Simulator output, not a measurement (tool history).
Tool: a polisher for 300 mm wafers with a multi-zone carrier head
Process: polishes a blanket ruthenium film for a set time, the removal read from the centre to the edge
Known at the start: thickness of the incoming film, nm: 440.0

run,hour,flow of slurry (ml/min),pressure of the head's centre zone,pressure of the head's middle zone,pressure of the head's edge zone,polishing time (s),film removed at the wafer's centre (nm),film removed at mid-radius (nm),film removed at the wafer's edge (nm)
1,0,185,1,1,1,55,68.797,67.704,68.596
2,8.7,185,0.96,1,1,55,66.152,68.209,68.962
3,13.7,185,0.96,1,1.03,55,64.998,67.395,69.448
4,17.7,185,0.96,1,1.09,55,65.712,68.35,72.187
5,25,190,0.96,0.99,1.1,56,67.114,69.363,73.408
6,28.8,190,0.96,0.91,1.1,56,65.986,63.774,73.358

Run 7 comes next. What will it give?
7,32.7,195,0.96,0.91,1.11,57,?,?,?

Run 7 gave film removed at the wafer's centre (nm) 68.25, film removed at mid-radius (nm) 65.164, film removed at the wafer's edge (nm) 75.845.
